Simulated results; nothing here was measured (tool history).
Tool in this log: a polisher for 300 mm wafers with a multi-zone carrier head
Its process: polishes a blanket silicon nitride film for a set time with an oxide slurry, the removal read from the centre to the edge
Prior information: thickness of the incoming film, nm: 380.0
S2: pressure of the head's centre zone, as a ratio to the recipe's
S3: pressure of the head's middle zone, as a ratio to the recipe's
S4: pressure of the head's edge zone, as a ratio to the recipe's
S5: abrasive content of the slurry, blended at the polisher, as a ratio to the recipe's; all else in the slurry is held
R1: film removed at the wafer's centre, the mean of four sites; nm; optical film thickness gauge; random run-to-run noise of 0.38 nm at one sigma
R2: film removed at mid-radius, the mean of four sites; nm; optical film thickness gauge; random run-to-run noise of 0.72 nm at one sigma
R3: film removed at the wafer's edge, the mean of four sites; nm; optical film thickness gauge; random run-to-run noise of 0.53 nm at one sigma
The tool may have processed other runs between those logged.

run 1 hour=0 | flow_of_slurry_(ml/min)=245 S2=1 S3=1 S4=1 S5=1 polishing_time_(s)=82 | R1=45.991 R2=49.737 R3=51.271
run 2 hour=1.6 | flow_of_slurry_(ml/min)=255 S2=1.01 S3=1.03 S4=1.04 S5=1.1 polishing_time_(s)=82 | R1=49.318 R2=54.577 R3=55.332
run 3 hour=8.8 | flow_of_slurry_(ml/min)=265 S2=1.02 S3=1.05 S4=1.08 S5=1.15 polishing_time_(s)=82 | R1=51.599 R2=57.135 R3=58.625
run 4 hour=13.7 | flow_of_slurry_(ml/min)=310 S2=1.02 S3=1.05 S4=1.08 S5=1.15 polishing_time_(s)=82 | R1=52.449 R2=57.606 R3=58.667
-- hour=16 centre zone pressure recalibrated
run 5 hour=16 | flow_of_slurry_(ml/min)=310 S2=0.97 S3=1.05 S4=1.08 S5=1.15 polishing_time_(s)=82 | R1=54.373 R2=56.925 R3=58.652
run 6 hour=17.4 | flow_of_slurry_(ml/min)=305 S2=0.98 S3=1.07 S4=1.11 S5=1.2 polishing_time_(s)=82 | R1=56.804 R2=59.369 R3=60.707
run 7 hour=21.7 | flow_of_slurry_(ml/min)=290 S2=1.03 S3=1.08 S4=1.13 S5=1.2 polishing_time_(s)=82 | R1=58.784 R2=58.084 R3=60.575
run 8 hour=23.9 | flow_of_slurry_(ml/min)=290 S2=1 S3=1.07 S4=1.11 S5=1.25 polishing_time_(s)=82 | R1=57.646 R2=59.957 R3=61.92
run 9 hour=31.2 | flow_of_slurry_(ml/min)=280 S2=0.99 S3=1.06 S4=1.08 S5=1.3 polishing_time_(s)=82 | R1=58.518 R2=59.952 R3=61.716

Run 10, settings as shown, results not yet in. Your forecast:
run 10 hour=36.6 | flow_of_slurry_(ml/min)=245 S2=0.94 S3=1.06 S4=1.06 S5=1.25 polishing_time_(s)=86 | R1=? R2=? R3=?

For run 10 the tool returned R1 55.65 nm, R2 61.877 nm, R3 62.293 nm.
